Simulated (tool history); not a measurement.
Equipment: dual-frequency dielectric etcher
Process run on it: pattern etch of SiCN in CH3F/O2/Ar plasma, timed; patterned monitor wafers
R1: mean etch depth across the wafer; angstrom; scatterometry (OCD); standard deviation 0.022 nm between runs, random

Run 1, hour 0.0: source power (W) 520, bias power (W) 59, etch time (s) 31.5. Result: R1 133.61 angstrom.
Run 2, hour 2.6: source power (W) 520, bias power (W) 59, etch time (s) 29.0. Result: R1 122.98 angstrom.
Run 3, hour 3.6: source power (W) 460, bias power (W) 59, etch time (s) 29.0. Result: R1 114.99 angstrom.
Run 4, hour 8.2: source power (W) 440, bias power (W) 58, etch time (s) 29.0. Result: R1 112.42 angstrom.
Run 5, hour 16.9: source power (W) 420, bias power (W) 58, etch time (s) 29.0. Result: R1 109.57 angstrom.
Run 6, hour 20.1: source power (W) 420, bias power (W) 64, etch time (s) 29.0. Result: R1 112.33 angstrom.

Run 7 comes next. What will it give?
Run 7, hour 22.7: source power (W) 400, bias power (W) 63, etch time (s) 29.0. Result: R1 ?.

R1: 108.98 angstrom
